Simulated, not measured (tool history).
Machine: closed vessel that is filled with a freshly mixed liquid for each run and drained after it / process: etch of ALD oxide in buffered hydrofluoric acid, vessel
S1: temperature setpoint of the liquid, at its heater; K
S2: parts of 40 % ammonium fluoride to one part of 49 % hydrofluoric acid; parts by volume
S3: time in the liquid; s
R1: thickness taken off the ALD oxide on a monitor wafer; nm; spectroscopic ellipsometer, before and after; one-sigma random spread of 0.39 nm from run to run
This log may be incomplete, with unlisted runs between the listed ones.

run    day      S1  S2   S3      R1
  1      0  294.15  20   95    79.6
  2  0.146  294.15  20   95  78.838
  3  0.221  293.15  21   95  72.234
  4  0.367  293.15  21  100   76.59
  5   0.65  293.15  21  100  76.075
  6  0.804  293.15  21  100  76.838
  7  0.842  292.65  22  100  72.052

Estimate the outcome of run 8 from the log above:
  8  1.054  292.15  22.5  100   ?

R1: 69.066 nm

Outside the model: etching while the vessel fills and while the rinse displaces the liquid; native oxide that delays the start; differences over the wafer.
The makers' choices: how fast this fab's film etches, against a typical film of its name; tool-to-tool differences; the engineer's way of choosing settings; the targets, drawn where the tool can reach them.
